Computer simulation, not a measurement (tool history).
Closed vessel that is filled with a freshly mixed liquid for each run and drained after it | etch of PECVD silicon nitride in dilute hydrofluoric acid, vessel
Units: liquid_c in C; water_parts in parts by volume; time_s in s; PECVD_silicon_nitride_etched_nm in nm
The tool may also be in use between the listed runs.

run	hour	liquid_c	water_parts	time_s	PECVD_silicon_nitride_etched_nm
1	0.0	26.0	200	1335	20.254
2	7.3	22.5	200	1335	16.402
3	12.0	22.5	200	1435	17.440
4	20.3	24.0	200	1435	19.369
5	26.8	24.0	155	1435	24.745
6	32.9	24.0	155	1335	23.050
7	38.4	25.0	155	1335	24.608

Forecast run 8:
8	43.2	25.5	155	1335	?

PECVD_silicon_nitride_etched_nm: 25.335 nm
